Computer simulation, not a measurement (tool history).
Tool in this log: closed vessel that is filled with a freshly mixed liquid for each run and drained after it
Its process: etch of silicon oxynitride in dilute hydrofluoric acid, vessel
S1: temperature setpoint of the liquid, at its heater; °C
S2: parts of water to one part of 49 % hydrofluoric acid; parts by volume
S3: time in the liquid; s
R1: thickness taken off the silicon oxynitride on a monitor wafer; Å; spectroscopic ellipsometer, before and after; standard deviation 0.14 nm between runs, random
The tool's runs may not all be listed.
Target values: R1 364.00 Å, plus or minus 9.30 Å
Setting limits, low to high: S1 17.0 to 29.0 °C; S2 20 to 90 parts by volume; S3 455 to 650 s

run	hour	S1	S2	S3	R1
1	0.0	21.0	50	650	198.29
2	5.8	22.5	50	650	213.97
3	8.0	23.5	50	650	225.94
4	11.9	23.5	50	650	225.77
5	14.9	22.0	50	650	210.11
6	18.4	23.5	50	650	225.49
7	26.0	24.5	50	650	235.74
8	28.4	28.5	35	650	413.27
9	32.6	28.0	35	650	404.42
10	34.7	27.5	35	650	393.80
# hour 41.8: thermometer replaced
11	41.8	27.0	35	650	341.72
12	45.4	27.5	35	650	348.98

Next run, 4 choices. One meets every target within its allowed miss, the rest don't. Which?
A	49.0	27.5	35	635	?
B	49.0	29.0	35	635	?
C	49.0	27.0	35	650	?
D	49.0	27.5	25	455	?

move	R1
A	341.27
B	366.62
C	341.02
D	344.95
A: misses by more than the last run did
B: hits every target within its allowed miss
C: misses by more than the last run did
D: misses by more than the last run did
The move that meets every target is B.

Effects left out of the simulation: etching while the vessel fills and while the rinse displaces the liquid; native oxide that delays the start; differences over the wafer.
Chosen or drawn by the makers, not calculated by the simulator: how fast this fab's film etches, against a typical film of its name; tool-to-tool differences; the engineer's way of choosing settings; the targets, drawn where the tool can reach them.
